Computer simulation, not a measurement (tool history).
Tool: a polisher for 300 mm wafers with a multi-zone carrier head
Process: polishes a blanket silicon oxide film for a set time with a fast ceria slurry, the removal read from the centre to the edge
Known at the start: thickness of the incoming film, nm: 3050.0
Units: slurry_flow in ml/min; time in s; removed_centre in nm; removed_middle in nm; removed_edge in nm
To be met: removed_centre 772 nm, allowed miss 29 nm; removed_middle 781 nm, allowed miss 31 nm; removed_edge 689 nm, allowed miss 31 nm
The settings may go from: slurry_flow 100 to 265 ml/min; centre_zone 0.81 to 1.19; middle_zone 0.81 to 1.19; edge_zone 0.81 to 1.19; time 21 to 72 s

run,day,slurry_flow,centre_zone,middle_zone,edge_zone,time,removed_centre,removed_middle,removed_edge
1,0,170,1,1,1,46,1184.5,1054,1097.6
2,0.038,170,0.99,1.02,0.97,43,1116.4,1009.8,982.21
3,0.338,170,0.99,0.99,0.97,43,1123,980.96,951.94
4,0.471,170,0.99,0.99,0.97,32,820.98,746.73,742.46
5,0.517,170,0.98,1,0.96,32,825.07,736.31,729.85
6,0.596,170,0.98,1,0.88,32,807.2,740.64,717.98
7,0.754,170,0.98,1.02,0.87,32,823.06,751.03,689.97
8,0.938,170,0.98,1.02,0.87,32,816.7,757.79,687.99
9,1.204,170,0.97,1.03,0.87,32,811.05,764.98,683.8
# day 1.525: centre zone pressure recalibrated
10,1.525,170,0.96,1.03,0.88,32,728.36,763.57,708.19
11,1.804,175,0.96,1.03,0.87,32,725,768,701.1
12,2.083,170,0.96,1.03,0.87,32,735.29,756.59,693.97
13,2.171,180,0.97,1.04,0.86,32,730.65,769.99,697.1
14,2.212,175,0.97,1.04,0.86,32,742.26,782.08,709.3

4 next moves are on the table. One of them brings every result within its allowed miss. Which?
A,2.254,265,0.94,0.99,1.01,31,?,?,?
B,2.254,155,1.09,1.12,0.91,31,?,?,?
C,2.254,185,0.88,1.04,0.9,31,?,?,?
D,2.254,215,1,0.97,0.97,32,?,?,?

move,removed_centre,removed_middle,removed_edge
A,730.95,755.15,761.39
B,772.41,771.57,686.44
C,648.14,749.42,700.99
D,778.88,746.01,758.37
A: further off than the last run
B: meets every target
C: further off than the last run
D: brings the result that was furthest off to its target, and leaves another outside
The right move is B.
